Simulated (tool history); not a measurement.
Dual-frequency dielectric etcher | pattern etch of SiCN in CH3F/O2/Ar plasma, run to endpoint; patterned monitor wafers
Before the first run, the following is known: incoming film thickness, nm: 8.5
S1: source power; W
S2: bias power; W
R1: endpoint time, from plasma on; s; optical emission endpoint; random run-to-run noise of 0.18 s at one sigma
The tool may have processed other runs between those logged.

{"run": 1, "hour": 0.0, "S1": 320, "S2": 90, "R1": 23.799}
{"run": 2, "hour": 0.9, "S1": 290, "S2": 86, "R1": 25.321}
{"run": 3, "hour": 4.8, "S1": 340, "S2": 86, "R1": 24.177}
{"run": 4, "hour": 7.4, "S1": 310, "S2": 82, "R1": 25.305}
{"hour": 13.3, "done": "bias power generator calibrated"}
{"run": 5, "hour": 13.3, "S1": 310, "S2": 91, "R1": 24.591}
{"run": 6, "hour": 14.6, "S1": 280, "S2": 88, "R1": 25.946}
{"run": 7, "hour": 17.0, "S1": 270, "S2": 87, "R1": 26.03}
{"run": 8, "hour": 25.0, "S1": 250, "S2": 86, "R1": 26.85}

Forecast run 9:
{"run": 9, "hour": 27.0, "S1": 240, "S2": 85, "R1": "?"}

R1: 27.241 s
